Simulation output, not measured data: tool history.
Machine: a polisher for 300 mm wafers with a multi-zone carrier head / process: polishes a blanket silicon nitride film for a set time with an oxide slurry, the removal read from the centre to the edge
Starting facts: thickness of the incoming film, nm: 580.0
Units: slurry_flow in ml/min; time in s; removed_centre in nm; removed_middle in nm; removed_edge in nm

{"run": 1, "hour": 0.0, "slurry_flow": 165, "centre_zone": 1, "middle_zone": 1, "edge_zone": 1, "slurry_solids": 1, "time": 56, "removed_centre": 38.069, "removed_middle": 37.979, "removed_edge": 38.199}
{"run": 2, "hour": 4.7, "slurry_flow": 155, "centre_zone": 0.96, "middle_zone": 0.99, "edge_zone": 0.98, "slurry_solids": 0.85, "time": 55, "removed_centre": 32.892, "removed_middle": 33.975, "removed_edge": 34.526}
{"run": 3, "hour": 12.8, "slurry_flow": 155, "centre_zone": 1.01, "middle_zone": 0.99, "edge_zone": 0.98, "slurry_solids": 0.85, "time": 55, "removed_centre": 35.233, "removed_middle": 34.686, "removed_edge": 33.311}
{"run": 4, "hour": 20.3, "slurry_flow": 155, "centre_zone": 0.98, "middle_zone": 0.99, "edge_zone": 0.98, "slurry_solids": 0.85, "time": 55, "removed_centre": 33.68, "removed_middle": 33.319, "removed_edge": 33.986}
{"run": 5, "hour": 29.2, "slurry_flow": 155, "centre_zone": 0.9, "middle_zone": 0.99, "edge_zone": 0.98, "slurry_solids": 0.85, "time": 55, "removed_centre": 31.196, "removed_middle": 34.584, "removed_edge": 34.803}
{"run": 6, "hour": 35.3, "slurry_flow": 145, "centre_zone": 0.88, "middle_zone": 0.98, "edge_zone": 0.97, "slurry_solids": 0.75, "time": 55, "removed_centre": 28.392, "removed_middle": 31.48, "removed_edge": 32.217}

What does the tool deliver on the next run?
{"run": 7, "hour": 37.3, "slurry_flow": 135, "centre_zone": 0.86, "middle_zone": 0.97, "edge_zone": 0.95, "slurry_solids": 0.7, "time": 55, "removed_centre": "?", "removed_middle": "?", "removed_edge": "?"}

For run 7 the tool returned removed_centre 26.293 nm, removed_middle 29.534 nm, removed_edge 29.833 nm.
